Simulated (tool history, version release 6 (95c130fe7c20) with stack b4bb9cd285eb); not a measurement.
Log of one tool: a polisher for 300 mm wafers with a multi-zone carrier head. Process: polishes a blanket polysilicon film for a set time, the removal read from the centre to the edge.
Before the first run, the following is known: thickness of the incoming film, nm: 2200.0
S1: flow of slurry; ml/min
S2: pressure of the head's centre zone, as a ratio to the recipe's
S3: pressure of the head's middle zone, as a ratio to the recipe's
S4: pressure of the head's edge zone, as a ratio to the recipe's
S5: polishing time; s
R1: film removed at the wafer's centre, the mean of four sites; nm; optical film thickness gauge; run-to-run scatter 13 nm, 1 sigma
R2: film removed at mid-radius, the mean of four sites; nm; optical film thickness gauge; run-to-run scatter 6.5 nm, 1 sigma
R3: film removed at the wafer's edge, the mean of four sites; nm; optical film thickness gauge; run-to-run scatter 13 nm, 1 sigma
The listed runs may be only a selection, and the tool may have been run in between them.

run 1 hour=0 | S1=145 S2=1 S3=1 S4=1 S5=86 | R1=629.14 R2=627.1 R3=648.09
run 2 hour=3.1 | S1=145 S2=1 S3=1 S4=0.94 S5=86 | R1=625.76 R2=630.64 R3=638.65
run 3 hour=9.3 | S1=145 S2=1 S3=1 S4=0.94 S5=73 | R1=526.49 R2=528.03 R3=520.54
run 4 hour=15 | S1=175 S2=1 S3=1 S4=0.94 S5=73 | R1=561.57 R2=547.44 R3=546.06
run 5 hour=16.9 | S1=175 S2=0.96 S3=1 S4=0.94 S5=73 | R1=544.66 R2=557.6 R3=542.74
run 6 hour=18.1 | S1=180 S2=1 S3=1.02 S4=0.98 S5=81 | R1=622.64 R2=627.8 R3=598.7

Estimate the outcome of run 7 from the log above:
run 7 hour=23.7 | S1=175 S2=1.02 S3=1 S4=0.98 S5=90 | R1=? R2=? R3=?

R1: 719.33 nm
R2: 687.84 nm
R3: 686.77 nm
